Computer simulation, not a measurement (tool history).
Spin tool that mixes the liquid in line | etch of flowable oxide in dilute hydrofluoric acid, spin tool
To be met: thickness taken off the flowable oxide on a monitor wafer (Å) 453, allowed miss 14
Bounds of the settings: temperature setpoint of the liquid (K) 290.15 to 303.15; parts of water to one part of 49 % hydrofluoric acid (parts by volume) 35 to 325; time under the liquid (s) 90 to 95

run    day  temperature setpoint of the liquid (K)  parts of water to one part of 49 % hydrofluoric acid (parts by volume)  time under the liquid (s)  thickness taken off the flowable oxide on a monitor wafer (Å)
  1      0                                  295.15                                                                     180                         90                                                         192.12
  2  0.046                                  295.15                                                                     120                         90                                                         306.42
  3  0.283                                  295.15                                                                     120                         95                                                         326.36
  4  0.625                                  295.15                                                                     165                         95                                                         224.97
  5  0.858                                  297.15                                                                     150                         95                                                         274.37
  6  1.042                                  297.15                                                                     150                         95                                                         274.39
  7  1.262                                  298.65                                                                     135                         95                                                         328.79
  8  1.496                                  299.65                                                                     130                         95                                                         357.25
     1.592  -- thermometer replaced
  9  1.592                                  300.65                                                                     125                         95                                                         368.49
 10  1.704                                  301.15                                                                     120                         95                                                         385.63
 11  1.854                                  301.65                                                                     115                         95                                                         418.46

Which of these 5 next moves meets every target?
  A  2.004                                  300.65                                                                     110                         90                                                              ?
  B  2.004                                  301.65                                                                     125                         95                                                              ?
  C  2.004                                  302.15                                                                     105                         90                                                              ?
  D  2.004                                  300.65                                                                     105                         90                                                              ?
  E  2.004                                  303.15                                                                     125                         95                                                              ?

move  thickness taken off the flowable oxide on a monitor wafer (Å)
   A                                                         405.92
   B                                                         383.89
   C                                                         453.13
   D                                                         428.06
   E                                                         405.78
A: further off than the last run
B: further off than the last run
C: meets every target
D: nearer than the last run, and not there yet
E: further off than the last run
Move C is the one to make.

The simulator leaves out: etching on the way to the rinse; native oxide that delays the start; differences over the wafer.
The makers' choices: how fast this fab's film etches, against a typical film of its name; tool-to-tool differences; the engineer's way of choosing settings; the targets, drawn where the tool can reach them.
